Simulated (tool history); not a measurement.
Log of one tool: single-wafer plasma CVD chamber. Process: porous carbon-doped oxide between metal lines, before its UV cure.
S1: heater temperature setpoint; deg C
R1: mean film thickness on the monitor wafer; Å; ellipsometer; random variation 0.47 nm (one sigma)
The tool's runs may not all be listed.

Run 1, hour 0: S1 320 deg C, RF power (kW) 0.49, deposition time (s) 21.5. Result: R1 979.28 Å.
Run 2, hour 3.8: S1 320 deg C, RF power (kW) 0.425, deposition time (s) 21.5. Result: R1 855.95 Å.
Run 3, hour 8.9: S1 330 deg C, RF power (kW) 0.425, deposition time (s) 21.5. Result: R1 812.61 Å.
Run 4, hour 10.3: S1 330 deg C, RF power (kW) 0.49, deposition time (s) 21.5. Result: R1 936.17 Å.
Run 5, hour 16.9: S1 334 deg C, RF power (kW) 0.49, deposition time (s) 21.5. Result: R1 918.66 Å.
Run 6, hour 23.3: S1 330 deg C, RF power (kW) 0.495, deposition time (s) 21.5. Result: R1 941.32 Å.
Run 7, hour 30: S1 327 deg C, RF power (kW) 0.495, deposition time (s) 21.5. Result: R1 960.39 Å.
Run 8, hour 35.1: S1 324 deg C, RF power (kW) 0.495, deposition time (s) 21.5. Result: R1 974.23 Å.
Run 9, hour 35.9: S1 321 deg C, RF power (kW) 0.495, deposition time (s) 21.5. Result: R1 978.77 Å.
Run 10, hour 38.2: S1 321 deg C, RF power (kW) 0.495, deposition time (s) 21.5. Result: R1 982.1 Å.
Run 11, hour 40.7: S1 319 deg C, RF power (kW) 0.495, deposition time (s) 21.5. Result: R1 988.25 Å.
Run 12, hour 42: S1 319 deg C, RF power (kW) 0.495, deposition time (s) 21.5. Result: R1 986.57 Å.

Run 13 comes next. What will it give?
Run 13, hour 43.2: S1 317 deg C, RF power (kW) 0.495, deposition time (s) 21.5. Result: R1 ?.

{"run 13": {"R1": 997.92}}
